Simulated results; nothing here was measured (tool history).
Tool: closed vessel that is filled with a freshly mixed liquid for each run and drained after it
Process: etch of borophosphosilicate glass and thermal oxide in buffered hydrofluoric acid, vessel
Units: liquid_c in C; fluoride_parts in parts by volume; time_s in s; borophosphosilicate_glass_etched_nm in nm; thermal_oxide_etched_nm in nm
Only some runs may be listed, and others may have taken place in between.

run  hour  liquid_c  fluoride_parts  time_s  borophosphosilicate_glass_etched_nm  thermal_oxide_etched_nm
  1   0.0      24.0            17.5      60                               144.93                   43.217
  2   1.3      22.0            17.5      60                               126.97                   38.437
  3   5.3      22.0            20.0      60                               112.85                   33.512
  4   6.6      22.0            23.0      60                               101.92                   30.439
  5  11.7      22.0            19.0      60                               117.39                   35.388
  6  15.9      22.0            21.5      60                               107.27                   32.249
  7  20.4      24.5            17.5      60                               148.18                   43.778
  8  27.0      28.5            12.0      65                               288.10                   85.371
  9  35.7      29.5            11.5      65                               309.93                   94.564
 10  37.1      30.0            11.0      65                               332.63                   99.609
 11  38.4      30.5            11.0      65                               346.43                  103.150
 12  46.9      31.0            11.0      65                               352.31                  105.330
 13  54.7      31.5            11.0      65                               358.29                  109.410

Predict the results of run 14:
 14  58.6      31.5             9.5      65                                    ?                        ?

borophosphosilicate_glass_etched_nm: 416.47 nm
thermal_oxide_etched_nm: 122.190 nm
